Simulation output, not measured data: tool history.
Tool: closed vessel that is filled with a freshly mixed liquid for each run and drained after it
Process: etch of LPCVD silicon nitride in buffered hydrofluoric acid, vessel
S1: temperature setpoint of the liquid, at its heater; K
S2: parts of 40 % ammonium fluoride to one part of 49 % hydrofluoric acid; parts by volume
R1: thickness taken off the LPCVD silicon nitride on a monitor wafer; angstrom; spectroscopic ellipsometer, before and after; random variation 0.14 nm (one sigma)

Run 1, day 0.000: S1 294.15 K, S2 9.0 parts by volume, time in the liquid (s) 1430. Result: R1 186.02 angstrom.
Run 2, day 0.258: S1 294.15 K, S2 9.0 parts by volume, time in the liquid (s) 1430. Result: R1 184.66 angstrom.
Run 3, day 0.450: S1 295.65 K, S2 9.0 parts by volume, time in the liquid (s) 1430. Result: R1 200.13 angstrom.
Run 4, day 0.771: S1 295.65 K, S2 6.5 parts by volume, time in the liquid (s) 1430. Result: R1 276.59 angstrom.
Run 5, day 1.062: S1 295.15 K, S2 6.5 parts by volume, time in the liquid (s) 1430. Result: R1 270.92 angstrom.
Run 6, day 1.396: S1 294.65 K, S2 6.5 parts by volume, time in the liquid (s) 1430. Result: R1 264.55 angstrom.

The next listed run, before its measurement:
Run 7, day 1.550: S1 294.15 K, S2 6.5 parts by volume, time in the liquid (s) 1430. Result: R1 ?.

{"run 7": {"R1": 259.38}}
